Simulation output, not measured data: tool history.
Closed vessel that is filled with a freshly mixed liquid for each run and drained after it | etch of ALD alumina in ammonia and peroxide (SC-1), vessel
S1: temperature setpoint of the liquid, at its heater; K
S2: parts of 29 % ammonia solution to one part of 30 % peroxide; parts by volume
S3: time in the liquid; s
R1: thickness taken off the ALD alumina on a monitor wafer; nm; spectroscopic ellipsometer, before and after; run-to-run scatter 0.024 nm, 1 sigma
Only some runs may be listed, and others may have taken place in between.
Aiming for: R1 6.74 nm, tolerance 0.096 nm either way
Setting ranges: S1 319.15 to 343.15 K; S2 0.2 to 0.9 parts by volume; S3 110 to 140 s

run  hour      S1   S2   S3      R1
  1     0  335.15  0.5  140  11.708
  2   5.3  335.15  0.5  110  9.1856
  3   6.8  334.15  0.5  110  8.7518
  4   7.7  333.15  0.5  110   8.322
  5  14.9  333.15  0.5  140  10.544
     19.3  -- ammonia flow meter replaced
  6  19.3  331.15  0.5  140  9.3989
  7  22.4  329.65  0.5  140  8.6701
  8  23.2  328.65  0.5  140  8.3202
  9  32.1  327.65  0.5  140  7.8334
 10  40.5  327.15  0.5  140  7.6471
 11  48.5  326.65  0.5  140  7.3825
 12  55.6  326.15  0.5  140  7.2733
 13  60.5  325.65  0.5  140  7.0308

Which one of the following 4 next-run settings gets every result inside its allowed miss? There is exactly one.
  A  65.4  327.65  0.5  120   ?
  B  65.4  330.15  0.5  115   ?
  C  65.4  325.15  0.6  140   ?
  D  65.4  325.65  0.3  135   ?

move      R1
   A  6.7138
   B  7.3431
   C  6.9668
   D  6.4627
A: every result within its allowed miss
B: the biggest miss grows against the last run
C: gains on the last run, yet a result remains outside its allowed miss
D: carries the result that was furthest off beyond its target, to the other side
So the answer is move A, the one that meets all the targets.
